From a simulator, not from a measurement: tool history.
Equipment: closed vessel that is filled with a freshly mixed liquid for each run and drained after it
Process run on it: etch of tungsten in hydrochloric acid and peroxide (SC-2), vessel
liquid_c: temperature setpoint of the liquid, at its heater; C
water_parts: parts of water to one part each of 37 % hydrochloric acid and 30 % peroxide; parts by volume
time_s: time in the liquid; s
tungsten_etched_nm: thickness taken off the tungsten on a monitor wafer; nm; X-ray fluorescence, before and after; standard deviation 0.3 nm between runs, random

run,hour,liquid_c,water_parts,time_s,tungsten_etched_nm
1,0,55,5,35,34.046
2,8,55,6,35,29.644
3,12.4,55,7.5,35,25.039
4,17.1,59,7,35,34.005
5,22.2,59,6,35,38.374
6,26.6,53,6,35,26.181
7,34.2,57.5,6,35,34.965
8,36.4,61,6,35,43.49

What will run 9 give?
9,38.7,63.5,6,35,?

tungsten_etched_nm: 50.601 nm
